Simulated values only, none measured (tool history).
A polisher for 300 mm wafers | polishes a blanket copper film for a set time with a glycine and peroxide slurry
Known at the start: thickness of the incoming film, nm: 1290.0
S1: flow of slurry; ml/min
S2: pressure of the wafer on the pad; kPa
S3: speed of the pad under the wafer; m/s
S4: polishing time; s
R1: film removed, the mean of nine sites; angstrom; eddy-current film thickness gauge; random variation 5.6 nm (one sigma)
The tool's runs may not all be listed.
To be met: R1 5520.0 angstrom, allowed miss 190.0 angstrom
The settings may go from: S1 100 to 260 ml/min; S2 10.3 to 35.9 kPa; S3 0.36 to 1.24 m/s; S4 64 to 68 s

run 1 hour=0.0 | S1=165 S2=22.8 S3=0.80 S4=64 | R1=3083.1
run 2 hour=4.2 | S1=165 S2=25.5 S3=0.80 S4=64 | R1=3344.8
run 3 hour=6.7 | S1=170 S2=28.3 S3=0.84 S4=64 | R1=3761.4
run 4 hour=8.4 | S1=170 S2=28.3 S3=0.96 S4=64 | R1=4201.3
run 5 hour=12.8 | S1=135 S2=28.3 S3=0.96 S4=64 | R1=4022.5
run 6 hour=21.6 | S1=150 S2=30.3 S3=0.96 S4=64 | R1=4269.5
run 7 hour=26.4 | S1=165 S2=31.7 S3=0.98 S4=64 | R1=4671.9
run 8 hour=28.6 | S1=175 S2=32.4 S3=0.98 S4=64 | R1=4671.5
run 9 hour=37.5 | S1=175 S2=33.1 S3=1.00 S4=64 | R1=4905.5
run 10 hour=42.0 | S1=180 S2=33.8 S3=1.00 S4=64 | R1=4873.9
run 11 hour=50.1 | S1=180 S2=34.5 S3=1.02 S4=64 | R1=5094.5
run 12 hour=52.1 | S1=180 S2=35.2 S3=1.04 S4=64 | R1=5310.5

Which of these 4 next moves meets every target?
run A hour=54.1 | S1=135 S2=32.4 S3=1.20 S4=64 | R1=?
run B hour=54.1 | S1=185 S2=34.5 S3=0.96 S4=66 | R1=?
run C hour=54.1 | S1=185 S2=35.9 S3=0.84 S4=65 | R1=?
run D hour=54.1 | S1=235 S2=33.8 S3=1.12 S4=65 | R1=?

move=A R1=5199.7
move=B R1=5072.0
move=C R1=4761.4
move=D R1=5554.9
A: further off than the last run
B: further off than the last run
C: further off than the last run
D: meets every target
The right move is D.
